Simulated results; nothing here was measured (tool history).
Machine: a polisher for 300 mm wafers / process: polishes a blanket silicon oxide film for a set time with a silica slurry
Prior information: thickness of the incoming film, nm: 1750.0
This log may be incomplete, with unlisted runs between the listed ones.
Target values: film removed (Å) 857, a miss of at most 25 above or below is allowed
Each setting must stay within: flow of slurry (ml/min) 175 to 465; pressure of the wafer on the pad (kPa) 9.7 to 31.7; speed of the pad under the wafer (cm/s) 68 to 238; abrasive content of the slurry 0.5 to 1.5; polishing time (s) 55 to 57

run  hour  flow of slurry (ml/min)  pressure of the wafer on the pad (kPa)  speed of the pad under the wafer (cm/s)  abrasive content of the slurry  polishing time (s)  film removed (Å)
  1     0                      295                                    20.7                                      152                               1                  55            1427.8
  2   8.4                      295                                    18.6                                      152                               1                  55            1298.7
  3  11.8                      295                                    14.5                                      152                               1                  55            1032.3
  4  18.9                      295                                    13.8                                      152                               1                  55            1000.9
  5  23.6                      295                                    13.1                                      152                               1                  55            949.43
  6  26.7                      295                                     9.7                                      152                               1                  55            739.47
  7  35.3                      295                                    10.3                                      152                               1                  55            780.01
  8  42.2                      300                                    12.4                                      152                               1                  55            907.93
  9    44                      290                                    12.4                                      152                               1                  55            911.51
     44.7  -- head pressure recalibrated
 10  44.7                      295                                    11.7                                      152                               1                  55            830.91

Consider the 4 candidate settings below. Which is the only one whose results all fall within their allowed miss of target?
  A  45.4                      290                                    12.4                                      136                               1                  55                 ?
  B  45.4                      405                                    13.1                                      122                            0.95                  57                 ?
  C  45.4                      240                                     9.7                                      194                            1.05                  56                 ?
  D  45.4                      275                                    10.3                                      156                             1.1                  57                 ?

move  film removed (Å)
   A            791.98
   B            795.52
   C            859.86
   D            808.52
A: moves away from the targets compared with the last run
B: moves away from the targets compared with the last run
C: every result within its allowed miss
D: moves away from the targets compared with the last run
Move C is the one to make.
